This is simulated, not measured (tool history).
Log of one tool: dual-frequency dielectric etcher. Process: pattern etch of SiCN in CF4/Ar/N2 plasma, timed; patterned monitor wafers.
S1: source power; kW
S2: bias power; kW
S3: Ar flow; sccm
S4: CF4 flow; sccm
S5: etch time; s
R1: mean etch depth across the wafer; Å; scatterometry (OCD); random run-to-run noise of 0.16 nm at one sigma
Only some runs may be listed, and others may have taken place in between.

run	hour	S1	S2	S3	S4	S5	R1
1	0	0.38	0.097	76	68	47	373
2	7.5	0.44	0.097	76	68	47	437.52
3	13.4	0.44	0.097	68	68	47	444.53
4	18	0.44	0.114	68	68	47	468.61
5	22.1	0.44	0.114	68	68	47	468.31
# hour 22.8: source power generator calibrated
6	22.8	0.44	0.114	68	59	47	473.56
7	29.6	0.44	0.114	68	59	47	474.03
8	36.8	0.4	0.113	68	59	47	426.42
9	38.5	0.32	0.111	68	59	47	334.97

For run 10, what comes out?
10	43	0.32	0.111	68	59	47	?

{"run 10": {"R1": 339}}
